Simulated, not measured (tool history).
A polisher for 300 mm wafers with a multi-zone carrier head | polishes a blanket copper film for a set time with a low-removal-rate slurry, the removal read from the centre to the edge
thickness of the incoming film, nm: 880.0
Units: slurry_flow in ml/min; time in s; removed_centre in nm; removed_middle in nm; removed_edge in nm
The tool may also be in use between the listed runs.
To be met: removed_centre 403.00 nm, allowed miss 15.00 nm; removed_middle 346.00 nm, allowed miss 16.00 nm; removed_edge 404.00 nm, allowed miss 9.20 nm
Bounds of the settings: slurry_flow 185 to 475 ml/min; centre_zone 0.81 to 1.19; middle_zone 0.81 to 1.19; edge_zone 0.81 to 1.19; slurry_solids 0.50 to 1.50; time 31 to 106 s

run	day	slurry_flow	centre_zone	middle_zone	edge_zone	slurry_solids	time	removed_centre	removed_middle	removed_edge
1	0.000	305	1.00	1.00	1.00	1.00	68	277.95	291.76	285.95
2	0.362	310	1.03	0.97	1.05	1.15	71	308.74	312.16	315.40
3	0.604	315	1.06	0.93	1.09	1.25	74	335.66	315.47	339.47
4	0.867	320	1.08	0.92	1.12	1.35	76	352.10	330.15	361.68
5	1.233	325	1.10	0.91	1.14	1.40	77	373.75	335.17	372.35
6	1.596	330	1.11	0.90	1.16	1.45	78	387.82	327.71	384.94
7	1.671	330	1.11	0.90	1.16	1.45	78	396.72	330.59	385.69
8	1.896	335	1.10	0.91	1.17	1.45	78	393.20	342.52	385.34
9	2.108	335	1.10	0.90	1.17	1.45	79	390.82	340.50	392.94
10	2.271	340	1.10	0.90	1.18	1.45	79	389.17	342.09	396.61
11	2.325	345	1.10	0.90	1.18	1.45	79	391.15	334.58	393.22

5 next moves are on the table. One of them brings every result within its allowed miss. Which?
A	2.379	290	1.00	0.91	1.18	1.45	83	?	?	?
B	2.379	355	1.13	0.89	1.17	1.50	75	?	?	?
C	2.379	315	1.03	0.81	1.19	1.40	82	?	?	?
D	2.379	445	1.17	1.00	1.18	1.35	73	?	?	?
E	2.379	385	1.10	0.89	1.17	1.30	83	?	?	?

move	removed_centre	removed_middle	removed_edge
A	368.28	349.47	413.68
B	384.65	316.24	378.92
C	373.38	312.49	409.04
D	383.24	334.61	363.83
E	401.79	339.30	406.05
A: takes the result that was furthest off past its target
B: further off than the last run
C: brings the result that was furthest off to its target, and leaves another outside
D: further off than the last run
E: meets every target
Move E is the one to make.

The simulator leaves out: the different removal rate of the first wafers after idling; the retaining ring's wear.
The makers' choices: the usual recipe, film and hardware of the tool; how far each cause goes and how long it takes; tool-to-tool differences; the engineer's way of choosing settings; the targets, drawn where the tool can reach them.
